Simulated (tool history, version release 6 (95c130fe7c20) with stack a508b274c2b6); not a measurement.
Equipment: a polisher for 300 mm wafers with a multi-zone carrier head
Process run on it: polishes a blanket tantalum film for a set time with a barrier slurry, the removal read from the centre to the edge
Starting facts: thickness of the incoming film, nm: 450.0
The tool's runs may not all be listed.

run,hour,flow of slurry (ml/min),pressure of the head's centre zone,pressure of the head's middle zone,pressure of the head's edge zone,abrasive content of the slurry,polishing time (s),film removed at the wafer's centre (angstrom),film removed at mid-radius (angstrom),film removed at the wafer's edge (angstrom)
1,0.0,270,1.00,1.00,1.00,1.00,43,398.46,406.97,387.75
2,2.4,265,0.97,1.00,0.97,0.90,42,362.56,384.65,364.47
3,7.6,265,0.96,1.01,0.95,0.80,40,329.22,355.66,333.37
4,9.5,330,0.96,1.01,0.95,0.80,40,338.57,361.21,331.52
5,11.4,330,0.96,1.01,0.90,0.80,40,343.62,363.35,331.21
6,15.0,330,0.96,1.01,0.90,0.95,40,357.04,385.37,346.51

For run 7, what comes out?
7,22.2,340,0.94,1.01,0.89,0.85,39,?,?,?

Run 7 gave film removed at the wafer's centre (angstrom) 329.22, film removed at mid-radius (angstrom) 358.83, film removed at the wafer's edge (angstrom) 323.67.
